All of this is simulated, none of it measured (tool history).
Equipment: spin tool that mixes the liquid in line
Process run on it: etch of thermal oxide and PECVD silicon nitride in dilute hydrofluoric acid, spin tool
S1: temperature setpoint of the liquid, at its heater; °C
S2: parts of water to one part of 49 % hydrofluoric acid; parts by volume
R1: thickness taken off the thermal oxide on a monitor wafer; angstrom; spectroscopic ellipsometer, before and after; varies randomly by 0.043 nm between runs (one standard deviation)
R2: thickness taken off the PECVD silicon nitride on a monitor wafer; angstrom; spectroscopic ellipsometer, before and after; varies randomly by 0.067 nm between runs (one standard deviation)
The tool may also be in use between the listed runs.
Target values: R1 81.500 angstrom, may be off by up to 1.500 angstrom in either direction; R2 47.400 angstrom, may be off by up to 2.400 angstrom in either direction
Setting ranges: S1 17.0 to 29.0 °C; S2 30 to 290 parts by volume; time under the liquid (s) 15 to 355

Run 1, hour 0.0: S1 21.0 °C, S2 160 parts by volume, time under the liquid (s) 180. Result: R1 44.135 angstrom, R2 28.421 angstrom.
Run 2, hour 1.4: S1 23.5 °C, S2 160 parts by volume, time under the liquid (s) 180. Result: R1 47.944 angstrom, R2 32.375 angstrom.
Run 3, hour 3.3: S1 23.5 °C, S2 135 parts by volume, time under the liquid (s) 175. Result: R1 56.729 angstrom, R2 37.202 angstrom.
Run 4, hour 5.0: S1 26.5 °C, S2 135 parts by volume, time under the liquid (s) 175. Result: R1 64.307 angstrom, R2 46.435 angstrom.
Run 5, hour 8.1: S1 25.5 °C, S2 120 parts by volume, time under the liquid (s) 170. Result: R1 68.638 angstrom, R2 46.323 angstrom.
Run 6, hour 11.1: S1 27.5 °C, S2 120 parts by volume, time under the liquid (s) 170. Result: R1 73.842 angstrom, R2 53.558 angstrom.
Run 7, hour 17.1: S1 23.5 °C, S2 65 parts by volume, time under the liquid (s) 160. Result: R1 119.410 angstrom, R2 70.952 angstrom.
Run 8, hour 23.6: S1 23.0 °C, S2 75 parts by volume, time under the liquid (s) 160. Result: R1 99.196 angstrom, R2 61.545 angstrom.
Run 9, hour 27.6: S1 19.0 °C, S2 70 parts by volume, time under the liquid (s) 160. Result: R1 91.624 angstrom, R2 48.480 angstrom.
Run 10, hour 30.5: S1 19.5 °C, S2 75 parts by volume, time under the liquid (s) 160. Result: R1 86.774 angstrom, R2 47.401 angstrom.

4 candidate next runs follow, results not yet known. Just one meets every target within its allowed miss. Identify it.
Run A, hour 33.4: S1 22.0 °C, S2 90 parts by volume, time under the liquid (s) 160. Result: R1 ?, R2 ?.
Run B, hour 33.4: S1 23.0 °C, S2 85 parts by volume, time under the liquid (s) 145. Result: R1 ?, R2 ?.
Run C, hour 33.4: S1 19.5 °C, S2 120 parts by volume, time under the liquid (s) 255. Result: R1 ?, R2 ?.
Run D, hour 33.4: S1 17.5 °C, S2 65 parts by volume, time under the liquid (s) 155. Result: R1 ?, R2 ?.

move      R1      R2
   A  78.038  46.964
   B  78.451  48.142
   C  81.456  47.716
   D  89.267  45.845
A: moves the result that the last run missed by most past its target, out the other side
B: moves the result that the last run missed by most past its target, out the other side
C: hits every target within its allowed miss
D: lands further from the targets than the last run did
Move C is the one to make.

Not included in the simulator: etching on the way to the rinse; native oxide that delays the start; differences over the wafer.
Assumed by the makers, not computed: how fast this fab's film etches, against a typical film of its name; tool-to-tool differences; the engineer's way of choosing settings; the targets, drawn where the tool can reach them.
